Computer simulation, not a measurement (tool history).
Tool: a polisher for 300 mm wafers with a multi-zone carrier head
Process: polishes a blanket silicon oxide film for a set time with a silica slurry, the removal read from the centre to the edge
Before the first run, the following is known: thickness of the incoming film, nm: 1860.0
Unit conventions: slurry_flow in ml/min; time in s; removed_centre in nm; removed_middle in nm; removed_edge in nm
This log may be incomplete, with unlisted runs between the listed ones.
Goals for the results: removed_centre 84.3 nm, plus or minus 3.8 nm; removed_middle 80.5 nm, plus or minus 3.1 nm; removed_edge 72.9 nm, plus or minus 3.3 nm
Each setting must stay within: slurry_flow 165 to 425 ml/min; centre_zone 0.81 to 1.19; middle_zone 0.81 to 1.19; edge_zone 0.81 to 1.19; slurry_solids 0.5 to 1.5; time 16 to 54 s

{"run": 1, "hour": 0.0, "slurry_flow": 275, "centre_zone": 1, "middle_zone": 1, "edge_zone": 1, "slurry_solids": 1, "time": 35, "removed_centre": 112.96, "removed_middle": 108.81, "removed_edge": 111.32}
{"run": 2, "hour": 6.7, "slurry_flow": 275, "centre_zone": 1.01, "middle_zone": 1.01, "edge_zone": 0.98, "slurry_solids": 0.95, "time": 34, "removed_centre": 110.65, "removed_middle": 106.45, "removed_edge": 101.83}
{"run": 3, "hour": 13.2, "slurry_flow": 275, "centre_zone": 1.01, "middle_zone": 1.01, "edge_zone": 0.98, "slurry_solids": 1.15, "time": 34, "removed_centre": 119.27, "removed_middle": 111.66, "removed_edge": 113.64}
{"run": 4, "hour": 16.6, "slurry_flow": 275, "centre_zone": 0.94, "middle_zone": 1.01, "edge_zone": 0.98, "slurry_solids": 1.15, "time": 34, "removed_centre": 112.23, "removed_middle": 111.62, "removed_edge": 112.55}
{"run": 5, "hour": 25.1, "slurry_flow": 340, "centre_zone": 0.94, "middle_zone": 1.01, "edge_zone": 0.98, "slurry_solids": 1.15, "time": 34, "removed_centre": 111.63, "removed_middle": 113.19, "removed_edge": 110.57}
{"run": 6, "hour": 32.9, "slurry_flow": 340, "centre_zone": 0.94, "middle_zone": 0.94, "edge_zone": 0.98, "slurry_solids": 1.15, "time": 34, "removed_centre": 112.43, "removed_middle": 106.6, "removed_edge": 111.34}
{"run": 7, "hour": 38.0, "slurry_flow": 345, "centre_zone": 0.94, "middle_zone": 0.93, "edge_zone": 0.96, "slurry_solids": 1.05, "time": 34, "removed_centre": 108.36, "removed_middle": 102.8, "removed_edge": 111.89}
{"run": 8, "hour": 38.9, "slurry_flow": 285, "centre_zone": 1.04, "middle_zone": 1.03, "edge_zone": 0.87, "slurry_solids": 0.8, "time": 24, "removed_centre": 74.516, "removed_middle": 70.061, "removed_edge": 64.167}
{"run": 9, "hour": 46.2, "slurry_flow": 285, "centre_zone": 1.05, "middle_zone": 1.04, "edge_zone": 0.89, "slurry_solids": 0.8, "time": 24, "removed_centre": 76.316, "removed_middle": 71.601, "removed_edge": 63.962}
{"run": 10, "hour": 51.3, "slurry_flow": 285, "centre_zone": 1.05, "middle_zone": 1.04, "edge_zone": 0.91, "slurry_solids": 0.8, "time": 24, "removed_centre": 74.74, "removed_middle": 70.232, "removed_edge": 66.109}
{"run": 11, "hour": 53.7, "slurry_flow": 285, "centre_zone": 1.06, "middle_zone": 1.05, "edge_zone": 0.91, "slurry_solids": 0.8, "time": 24, "removed_centre": 74.171, "removed_middle": 68.491, "removed_edge": 66.754}
{"run": 12, "hour": 57.9, "slurry_flow": 285, "centre_zone": 1.06, "middle_zone": 1.05, "edge_zone": 0.9, "slurry_solids": 0.85, "time": 24, "removed_centre": 78.132, "removed_middle": 71.589, "removed_edge": 67.754}
{"run": 13, "hour": 62.8, "slurry_flow": 285, "centre_zone": 1.06, "middle_zone": 1.06, "edge_zone": 0.9, "slurry_solids": 0.85, "time": 24, "removed_centre": 76.47, "removed_middle": 71.663, "removed_edge": 69.233}
{"run": 14, "hour": 64.5, "slurry_flow": 280, "centre_zone": 1.06, "middle_zone": 1.06, "edge_zone": 0.89, "slurry_solids": 0.85, "time": 24, "removed_centre": 77.007, "removed_middle": 71.471, "removed_edge": 67.787}
{"run": 15, "hour": 73.3, "slurry_flow": 280, "centre_zone": 1.05, "middle_zone": 1.06, "edge_zone": 0.88, "slurry_solids": 0.85, "time": 24, "removed_centre": 77.072, "removed_middle": 73.229, "removed_edge": 65.357}
{"run": 16, "hour": 80.0, "slurry_flow": 280, "centre_zone": 1.05, "middle_zone": 1.07, "edge_zone": 0.88, "slurry_solids": 0.85, "time": 24, "removed_centre": 79.529, "removed_middle": 73.385, "removed_edge": 65.08}

Consider the 5 candidate settings below. Which is the only one whose results all fall within their allowed miss of target?
{"run": "A", "hour": 86.7, "slurry_flow": 290, "centre_zone": 0.95, "middle_zone": 0.96, "edge_zone": 1.06, "slurry_solids": 0.85, "time": 26, "removed_centre": "?", "removed_middle": "?", "removed_edge": "?"}
{"run": "B", "hour": 86.7, "slurry_flow": 245, "centre_zone": 1.02, "middle_zone": 1.03, "edge_zone": 0.98, "slurry_solids": 1.15, "time": 24, "removed_centre": "?", "removed_middle": "?", "removed_edge": "?"}
{"run": "C", "hour": 86.7, "slurry_flow": 355, "centre_zone": 1.1, "middle_zone": 1.13, "edge_zone": 1, "slurry_solids": 0.85, "time": 25, "removed_centre": "?", "removed_middle": "?", "removed_edge": "?"}
{"run": "D", "hour": 86.7, "slurry_flow": 320, "centre_zone": 1.09, "middle_zone": 0.89, "edge_zone": 1.09, "slurry_solids": 1.15, "time": 24, "removed_centre": "?", "removed_middle": "?", "removed_edge": "?"}
{"run": "E", "hour": 86.7, "slurry_flow": 310, "centre_zone": 0.97, "middle_zone": 1.08, "edge_zone": 0.83, "slurry_solids": 0.85, "time": 25, "removed_centre": "?", "removed_middle": "?", "removed_edge": "?"}

move=A removed_centre=74.897 removed_middle=73.288 removed_edge=79.701
move=B removed_centre=82.682 removed_middle=79.99 removed_edge=79.142
move=C removed_centre=85.089 removed_middle=82.203 removed_edge=75.236
move=D removed_centre=90.643 removed_middle=72.418 removed_edge=85.045
move=E removed_centre=74.064 removed_middle=78.314 removed_edge=68.521
A: takes the result that was furthest off past its target
B: takes the result that was furthest off past its target
C: every result lands within tolerance
D: takes the result that was furthest off past its target
E: misses by more than the last run did
C meets every target.
